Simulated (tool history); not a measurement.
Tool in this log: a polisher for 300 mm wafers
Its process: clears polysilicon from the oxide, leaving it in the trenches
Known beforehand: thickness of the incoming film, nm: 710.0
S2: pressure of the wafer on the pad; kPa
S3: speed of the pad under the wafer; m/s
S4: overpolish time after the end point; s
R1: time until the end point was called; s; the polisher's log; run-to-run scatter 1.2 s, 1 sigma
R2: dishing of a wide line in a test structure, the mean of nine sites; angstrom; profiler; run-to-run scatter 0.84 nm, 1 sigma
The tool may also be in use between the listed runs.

run 1 hour=0 | flow_of_slurry_(ml/min)=135 S2=13.8 S3=0.9 S4=11 | R1=89.852 R2=416.86
run 2 hour=1.1 | flow_of_slurry_(ml/min)=150 S2=13.8 S3=0.9 S4=11 | R1=91.555 R2=419.22
run 3 hour=9.4 | flow_of_slurry_(ml/min)=150 S2=13.8 S3=0.9 S4=15 | R1=90.466 R2=471.33
run 4 hour=17.3 | flow_of_slurry_(ml/min)=150 S2=11.7 S3=0.9 S4=15 | R1=104.4 R2=463.58
run 5 hour=22.8 | flow_of_slurry_(ml/min)=150 S2=12.4 S3=0.9 S4=15 | R1=99.71 R2=450.89
run 6 hour=24 | flow_of_slurry_(ml/min)=150 S2=12.4 S3=0.9 S4=19 | R1=101.15 R2=490.29

Run 7 has not been measured yet. What should we expect?
run 7 hour=27.9 | flow_of_slurry_(ml/min)=150 S2=13.1 S3=0.9 S4=19 | R1=? R2=?

{"run 7": {"R1": 92.655, "R2": 515.3}}
